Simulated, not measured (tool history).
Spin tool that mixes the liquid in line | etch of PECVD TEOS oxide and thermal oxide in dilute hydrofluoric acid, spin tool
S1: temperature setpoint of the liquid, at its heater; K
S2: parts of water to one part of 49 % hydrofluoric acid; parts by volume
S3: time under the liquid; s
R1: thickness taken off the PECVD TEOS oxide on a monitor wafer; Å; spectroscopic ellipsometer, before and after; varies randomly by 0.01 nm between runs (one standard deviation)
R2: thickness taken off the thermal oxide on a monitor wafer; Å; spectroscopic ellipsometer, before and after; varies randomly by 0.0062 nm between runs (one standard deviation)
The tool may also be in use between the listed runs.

| run | hour | S1 | S2 | S3 | R1 | R2 |
|---|---|---|---|---|---|---|
| 1 | 0 | 296.15 | 140 | 180 | 97.536 | 56.472 |
| 2 | 1.5 | 299.15 | 140 | 180 | 109.42 | 63.003 |
| 3 | 3.6 | 299.15 | 110 | 180 | 144.42 | 83.881 |
| 4 | 11.3 | 296.15 | 160 | 170 | 78.919 | 45.958 |
| 5 | 19.5 | 296.15 | 205 | 170 | 58.671 | 34.251 |
| 6 | 23.1 | 296.15 | 250 | 170 | 46.111 | 26.64 |
| 7 | 25.4 | 294.15 | 250 | 145 | 36.53 | 21.156 |

Predict the results of run 8:
| 8 | 26.8 | 292.65 | 250 | 130 | ? | ? |

R1: 30.802 Å
R2: 18.018 Å
